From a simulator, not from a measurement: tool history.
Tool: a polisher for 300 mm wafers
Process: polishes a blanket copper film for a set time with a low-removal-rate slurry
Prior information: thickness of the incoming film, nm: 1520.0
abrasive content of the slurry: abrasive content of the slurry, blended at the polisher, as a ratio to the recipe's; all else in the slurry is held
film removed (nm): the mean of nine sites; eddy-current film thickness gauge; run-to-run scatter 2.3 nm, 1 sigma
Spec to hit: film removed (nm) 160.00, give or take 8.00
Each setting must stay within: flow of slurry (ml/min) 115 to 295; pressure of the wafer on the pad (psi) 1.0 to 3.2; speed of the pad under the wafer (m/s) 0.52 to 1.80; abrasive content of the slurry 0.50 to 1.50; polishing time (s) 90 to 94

run	day	flow of slurry (ml/min)	pressure of the wafer on the pad (psi)	speed of the pad under the wafer (m/s)	abrasive content of the slurry	polishing time (s)	film removed (nm)
1	0.000	190	2.1	1.16	1.00	90	243.98
2	0.242	190	2.1	1.16	1.00	94	243.19
3	0.512	220	2.1	1.16	1.00	94	248.33
4	0.658	220	1.9	1.16	1.00	94	229.95
5	0.975	220	1.9	1.16	1.00	90	215.10
6	1.062	220	1.9	1.16	1.00	90	220.06
7	1.367	220	1.9	1.16	1.00	90	224.09
8	1.596	220	1.7	1.14	1.00	90	193.71

Exactly one of the 5 candidate moves below puts every result within its allowed miss. Which one?
A	1.825	220	1.7	1.18	1.05	94	?
B	1.825	245	1.7	1.40	1.00	94	?
C	1.825	205	1.8	0.98	1.05	93	?
D	1.825	210	1.6	1.02	1.00	90	?
E	1.825	200	2.0	1.22	0.95	94	?

move	film removed (nm)
A	207.01
B	245.35
C	179.23
D	160.03
E	242.78
A: further off than the last run
B: further off than the last run
C: an improvement on the last run, though not all results are within tolerance
D: each result inside its tolerance
E: further off than the last run
Move D is the one to make.

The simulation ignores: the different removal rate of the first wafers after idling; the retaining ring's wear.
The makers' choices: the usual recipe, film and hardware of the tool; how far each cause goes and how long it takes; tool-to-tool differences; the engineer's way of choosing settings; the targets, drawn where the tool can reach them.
